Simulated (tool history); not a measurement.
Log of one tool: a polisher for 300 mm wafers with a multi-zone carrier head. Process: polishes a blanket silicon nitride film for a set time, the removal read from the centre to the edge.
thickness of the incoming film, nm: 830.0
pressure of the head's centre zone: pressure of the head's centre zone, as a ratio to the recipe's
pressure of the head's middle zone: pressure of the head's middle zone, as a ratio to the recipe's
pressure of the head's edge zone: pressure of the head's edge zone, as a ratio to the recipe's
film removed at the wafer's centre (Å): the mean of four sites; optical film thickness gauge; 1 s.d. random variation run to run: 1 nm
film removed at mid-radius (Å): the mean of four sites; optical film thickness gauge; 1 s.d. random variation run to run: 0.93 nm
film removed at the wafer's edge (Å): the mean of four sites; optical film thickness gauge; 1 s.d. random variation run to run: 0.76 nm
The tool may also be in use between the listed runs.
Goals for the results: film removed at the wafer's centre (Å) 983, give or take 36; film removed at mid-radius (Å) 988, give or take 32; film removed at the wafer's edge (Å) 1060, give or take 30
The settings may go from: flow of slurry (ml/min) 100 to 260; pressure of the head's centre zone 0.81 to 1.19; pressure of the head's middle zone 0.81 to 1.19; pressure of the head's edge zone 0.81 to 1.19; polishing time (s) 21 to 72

run	hour	flow of slurry (ml/min)	pressure of the head's centre zone	pressure of the head's middle zone	pressure of the head's edge zone	polishing time (s)	film removed at the wafer's centre (Å)	film removed at mid-radius (Å)	film removed at the wafer's edge (Å)
1	0	165	1	1	1	46	1278.7	1246.5	1282.7
2	6.3	165	1	1	0.92	46	1278.5	1266.8	1255.7
3	15	165	1	1.06	0.92	46	1264.4	1305.9	1261.2
4	23.8	165	1	1.06	0.92	55	1552.5	1560.1	1507.3
5	30.2	165	1	1.1	0.92	55	1514.5	1559	1514.7
6	36.3	165	1	1.1	0.98	55	1544.6	1609	1521.5
7	39.4	160	0.99	1.07	0.98	52	1429	1477.2	1429.6
8	42	155	0.98	1.04	0.98	50	1363.9	1349.8	1388.8
9	49.8	155	0.97	1.03	0.98	48	1279.6	1316	1305.1
10	56.8	145	0.96	1	0.98	47	1228.1	1246.7	1291.2
11	64.6	145	0.96	0.99	0.98	45	1193.7	1186.3	1230.5
12	69.4	140	0.95	0.98	0.97	44	1126.4	1133.6	1184.4
13	70.3	135	0.94	0.97	0.96	44	1092.6	1125.2	1183.2

Which of these 5 next moves meets every target?
A	71.2	120	0.97	0.99	1.04	40	?	?	?
B	71.2	135	1.06	1.05	0.85	42	?	?	?
C	71.2	165	1.18	1.04	0.92	40	?	?	?
D	71.2	120	0.81	1.17	0.93	43	?	?	?
E	71.2	125	0.95	0.93	0.95	52	?	?	?

move	film removed at the wafer's centre (Å)	film removed at mid-radius (Å)	film removed at the wafer's edge (Å)
A	1006.1	1003.7	1082.8
B	1175.7	1132.6	1098.4
C	1284.2	1118.1	1101.7
D	939.32	1217.4	1125.5
E	1302.2	1263.6	1383.3
A: every result within its allowed miss
B: lands further from the targets than the last run did
C: lands further from the targets than the last run did
D: lands further from the targets than the last run did
E: lands further from the targets than the last run did
Go with A: it meets all targets.
